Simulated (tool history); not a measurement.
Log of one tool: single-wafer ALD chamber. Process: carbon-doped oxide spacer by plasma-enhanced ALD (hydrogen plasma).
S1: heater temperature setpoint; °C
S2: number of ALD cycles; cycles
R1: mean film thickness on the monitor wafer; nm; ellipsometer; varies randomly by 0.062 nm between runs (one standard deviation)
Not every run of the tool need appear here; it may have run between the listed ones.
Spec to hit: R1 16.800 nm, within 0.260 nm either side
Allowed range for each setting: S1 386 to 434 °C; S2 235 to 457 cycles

Run 1, hour 0.0: S1 410 °C, S2 346 cycles. Result: R1 18.140 nm.
Run 2, hour 2.0: S1 410 °C, S2 326 cycles. Result: R1 17.223 nm.
Run 3, hour 8.7: S1 410 °C, S2 354 cycles. Result: R1 18.594 nm.
Run 4, hour 9.6: S1 416 °C, S2 354 cycles. Result: R1 18.186 nm.
Run 5, hour 11.2: S1 420 °C, S2 354 cycles. Result: R1 17.974 nm.
Run 6, hour 15.5: S1 423 °C, S2 349 cycles. Result: R1 17.577 nm.
Run 7, hour 20.0: S1 425 °C, S2 346 cycles. Result: R1 17.370 nm.
Run 8, hour 26.3: S1 427 °C, S2 344 cycles. Result: R1 17.219 nm.

Which one of the following 5 next-run settings gets every result inside its allowed miss? There is exactly one.
Run A, hour 32.6: S1 432 °C, S2 362 cycles. Result: R1 ?.
Run B, hour 32.6: S1 433 °C, S2 341 cycles. Result: R1 ?.
Run C, hour 32.6: S1 422 °C, S2 348 cycles. Result: R1 ?.
Run D, hour 32.6: S1 434 °C, S2 363 cycles. Result: R1 ?.
Run E, hour 32.6: S1 420 °C, S2 345 cycles. Result: R1 ?.

move      R1
   A  17.954
   B  16.863
   C  17.764
   D  17.899
   E  17.711
A: moves away from the targets compared with the last run
B: hits every target within its allowed miss
C: moves away from the targets compared with the last run
D: moves away from the targets compared with the last run
E: moves away from the targets compared with the last run
So the answer is move B, the one that meets all the targets.
